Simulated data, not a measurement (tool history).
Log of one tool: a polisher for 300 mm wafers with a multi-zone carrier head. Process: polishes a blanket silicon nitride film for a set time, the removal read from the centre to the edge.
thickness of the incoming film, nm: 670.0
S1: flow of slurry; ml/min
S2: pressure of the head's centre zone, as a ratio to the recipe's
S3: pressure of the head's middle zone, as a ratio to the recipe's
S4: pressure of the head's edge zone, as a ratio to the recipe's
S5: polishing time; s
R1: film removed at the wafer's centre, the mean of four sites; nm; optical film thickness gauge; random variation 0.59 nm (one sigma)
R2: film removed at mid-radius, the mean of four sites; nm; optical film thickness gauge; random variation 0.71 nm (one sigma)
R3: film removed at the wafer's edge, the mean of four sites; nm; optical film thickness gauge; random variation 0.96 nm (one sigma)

| run | day | S1 | S2 | S3 | S4 | S5 | R1 | R2 | R3 |
|---|---|---|---|---|---|---|---|---|---|
| 1 | 0.000 | 320 | 1.00 | 1.00 | 1.00 | 32 | 45.621 | 45.612 | 47.657 |
| 2 | 0.183 | 280 | 1.00 | 1.00 | 1.00 | 32 | 45.830 | 45.472 | 46.711 |
| 3 | 0.467 | 280 | 1.00 | 1.06 | 1.00 | 32 | 45.254 | 47.892 | 47.478 |
| 4 | 0.792 | 225 | 1.00 | 1.06 | 1.00 | 32 | 43.798 | 45.573 | 45.887 |
| 5 | 0.946 | 225 | 1.00 | 1.10 | 1.00 | 32 | 43.758 | 47.638 | 45.628 |
| 6 | 1.071 | 225 | 1.00 | 1.10 | 0.93 | 32 | 44.521 | 47.890 | 44.629 |
| 7 | 1.375 | 240 | 1.01 | 1.11 | 0.95 | 33 | 47.218 | 50.063 | 46.543 |
| 8 | 1.608 | 255 | 1.02 | 1.12 | 0.97 | 34 | 48.833 | 51.404 | 49.247 |
| 9 | 1.717 | 270 | 1.02 | 1.13 | 0.97 | 35 | 50.572 | 53.966 | 49.841 |

Run 10 comes next. What will it give?
| 10 | 1.967 | 275 | 1.03 | 1.13 | 0.99 | 36 | ? | ? | ? |

{"run 10": {"R1": 52.504, "R2": 56.76, "R3": 52.344}}
